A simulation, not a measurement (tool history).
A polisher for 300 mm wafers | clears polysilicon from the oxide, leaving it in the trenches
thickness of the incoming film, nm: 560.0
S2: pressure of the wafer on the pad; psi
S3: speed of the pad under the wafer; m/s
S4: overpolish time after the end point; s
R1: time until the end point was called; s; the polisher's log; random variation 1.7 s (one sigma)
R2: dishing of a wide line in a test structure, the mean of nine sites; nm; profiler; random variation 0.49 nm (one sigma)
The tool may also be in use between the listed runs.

run 1 day=0.000 | flow_of_slurry_(ml/min)=200 S2=2.1 S3=1.10 S4=13 | R1=51.597 R2=61.406
run 2 day=0.233 | flow_of_slurry_(ml/min)=200 S2=2.1 S3=1.10 S4=15 | R1=53.022 R2=64.110
run 3 day=0.425 | flow_of_slurry_(ml/min)=200 S2=2.1 S3=0.96 S4=15 | R1=57.631 R2=63.021
run 4 day=0.571 | flow_of_slurry_(ml/min)=200 S2=2.5 S3=0.96 S4=15 | R1=49.672 R2=65.262
run 5 day=0.712 | flow_of_slurry_(ml/min)=185 S2=2.2 S3=0.88 S4=15 | R1=60.739 R2=62.949
run 6 day=0.954 | flow_of_slurry_(ml/min)=175 S2=2.0 S3=0.82 S4=14 | R1=69.834 R2=57.608
run 7 day=1.033 | flow_of_slurry_(ml/min)=170 S2=1.8 S3=0.76 S4=14 | R1=84.243 R2=54.087
run 8 day=1.146 | flow_of_slurry_(ml/min)=170 S2=1.7 S3=0.74 S4=14 | R1=89.058 R2=51.781
run 9 day=1.346 | flow_of_slurry_(ml/min)=170 S2=1.6 S3=0.72 S4=15 | R1=96.774 R2=51.398
run 10 day=1.683 | flow_of_slurry_(ml/min)=165 S2=1.0 S3=0.64 S4=19 | R1=166.370 R2=43.302
run 11 day=2.004 | flow_of_slurry_(ml/min)=195 S2=1.3 S3=0.64 S4=21 | R1=126.730 R2=52.904
run 12 day=2.333 | flow_of_slurry_(ml/min)=185 S2=1.3 S3=0.64 S4=21 | R1=125.520 R2=53.262

The next listed run, before its measurement:
run 13 day=2.467 | flow_of_slurry_(ml/min)=180 S2=1.3 S3=0.64 S4=21 | R1=? R2=?

Run 13 gave R1 127.400 s, R2 53.061 nm.
